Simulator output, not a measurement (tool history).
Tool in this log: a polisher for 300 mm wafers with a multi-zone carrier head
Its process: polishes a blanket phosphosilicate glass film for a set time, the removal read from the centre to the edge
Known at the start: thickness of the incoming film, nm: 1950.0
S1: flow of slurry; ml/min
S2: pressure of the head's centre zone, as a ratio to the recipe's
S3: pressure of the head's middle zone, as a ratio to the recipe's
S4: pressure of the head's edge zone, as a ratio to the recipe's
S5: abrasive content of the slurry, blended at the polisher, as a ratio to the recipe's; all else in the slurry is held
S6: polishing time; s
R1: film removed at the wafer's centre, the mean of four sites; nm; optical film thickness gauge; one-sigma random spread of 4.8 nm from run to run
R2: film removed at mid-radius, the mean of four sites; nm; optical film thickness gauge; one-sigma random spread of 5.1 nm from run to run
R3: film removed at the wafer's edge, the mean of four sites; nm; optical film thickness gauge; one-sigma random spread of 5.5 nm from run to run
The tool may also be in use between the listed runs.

run,hour,S1,S2,S3,S4,S5,S6,R1,R2,R3
1,0.0,220,1.00,1.00,1.00,1.00,35,395.04,376.94,357.98
2,6.0,225,1.00,1.03,1.03,1.05,35,399.50,397.93,380.78
3,6.8,225,0.96,1.03,1.03,1.05,35,384.74,393.16,383.95
4,9.6,235,0.98,1.06,1.03,1.05,35,391.36,410.36,392.32
5,16.3,235,0.98,1.06,0.98,1.05,35,390.09,418.46,372.03
6,18.5,275,0.98,1.06,0.98,1.05,35,399.16,405.50,381.10

Run 7 comes next. What will it give?
7,26.3,275,0.99,1.08,0.98,1.05,35,?,?,?

R1: 402.51 nm
R2: 425.91 nm
R3: 381.22 nm
